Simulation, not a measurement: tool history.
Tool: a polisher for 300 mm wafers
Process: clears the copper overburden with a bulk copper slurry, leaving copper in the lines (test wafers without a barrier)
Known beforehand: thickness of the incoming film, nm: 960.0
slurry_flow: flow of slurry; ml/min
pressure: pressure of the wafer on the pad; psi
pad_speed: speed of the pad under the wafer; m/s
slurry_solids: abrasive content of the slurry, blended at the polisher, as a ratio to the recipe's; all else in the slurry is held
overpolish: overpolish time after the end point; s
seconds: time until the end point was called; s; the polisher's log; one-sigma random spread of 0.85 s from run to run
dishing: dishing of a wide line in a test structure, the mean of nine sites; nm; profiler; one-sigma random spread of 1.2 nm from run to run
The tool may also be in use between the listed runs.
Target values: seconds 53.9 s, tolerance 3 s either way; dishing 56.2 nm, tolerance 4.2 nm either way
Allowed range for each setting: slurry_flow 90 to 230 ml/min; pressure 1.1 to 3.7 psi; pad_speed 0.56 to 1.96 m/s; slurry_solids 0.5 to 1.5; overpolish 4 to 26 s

run	hour	slurry_flow	pressure	pad_speed	slurry_solids	overpolish	seconds	dishing
1	0	150	2.4	1.26	1	13	102.91	44.146
2	1.8	150	2.4	1.26	1	18	108.41	49.438
3	4	150	2.8	1.3	1	16	85.203	49.615
4	12.1	150	3.1	1.32	1	16	77.029	51.63
5	17.3	180	3.1	1.32	1	16	75.942	52.635
6	20.7	180	3.1	1.32	1	12	77.611	49.847
7	28.5	180	3.3	1.38	1	12	68.31	51.655
8	37.2	185	3.7	1.48	1	12	59.155	55.057

Consider the 4 candidate settings below. Which is the only one whose results all fall within their allowed miss of target?
A	45.9	205	3.6	1.36	0.95	12	?	?
B	45.9	170	3.7	1.3	0.95	17	?	?
C	45.9	185	3.7	1.58	1	13	?	?
D	45.9	125	3.2	1.44	1.15	14	?	?

move	seconds	dishing
A	64.245	52.554
B	67.237	55.549
C	54.232	55.166
D	71.078	52.35
A: further off than the last run
B: further off than the last run
C: hits every target within its allowed miss
D: further off than the last run
Answer: C
